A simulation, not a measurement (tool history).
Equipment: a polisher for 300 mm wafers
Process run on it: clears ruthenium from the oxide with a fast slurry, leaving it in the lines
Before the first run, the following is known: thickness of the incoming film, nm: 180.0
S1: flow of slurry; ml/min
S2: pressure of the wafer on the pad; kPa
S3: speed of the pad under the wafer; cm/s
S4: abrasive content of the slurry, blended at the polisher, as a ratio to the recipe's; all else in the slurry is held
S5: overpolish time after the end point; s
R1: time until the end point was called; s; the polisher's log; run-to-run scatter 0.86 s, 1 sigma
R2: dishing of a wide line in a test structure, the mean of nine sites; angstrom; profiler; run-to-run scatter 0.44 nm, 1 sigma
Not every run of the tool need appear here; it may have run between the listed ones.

run 1 hour=0.0 | S1=175 S2=23.4 S3=112 S4=1.00 S5=19 | R1=31.826 R2=839.16
run 2 hour=5.6 | S1=175 S2=23.4 S3=112 S4=1.00 S5=16 | R1=32.239 R2=740.81
run 3 hour=6.2 | S1=175 S2=21.4 S3=108 S4=1.00 S5=14 | R1=35.515 R2=603.61
run 4 hour=13.4 | S1=175 S2=21.4 S3=108 S4=1.00 S5=19 | R1=34.585 R2=749.22
run 5 hour=14.9 | S1=160 S2=21.4 S3=108 S4=1.00 S5=19 | R1=36.325 R2=777.50
run 6 hour=23.3 | S1=160 S2=21.4 S3=108 S4=1.00 S5=11 | R1=35.841 R2=487.71
run 7 hour=24.3 | S1=150 S2=19.3 S3=106 S4=1.05 S5=10 | R1=39.800 R2=413.41
run 8 hour=31.8 | S1=140 S2=17.9 S3=106 S4=1.15 S5=9 | R1=40.671 R2=348.43
run 9 hour=35.4 | S1=110 S2=11.0 S3=106 S4=1.40 S5=6 | R1=58.965 R2=177.20
run 10 hour=40.5 | S1=115 S2=11.0 S3=106 S4=1.40 S5=6 | R1=57.589 R2=169.02
run 11 hour=42.3 | S1=120 S2=11.7 S3=106 S4=1.40 S5=6 | R1=54.475 R2=187.51

Estimate the outcome of run 12 from the log above:
run 12 hour=48.7 | S1=125 S2=11.7 S3=106 S4=1.40 S5=6 | R1=? R2=?

R1: 54.908 s
R2: 190.31 angstrom
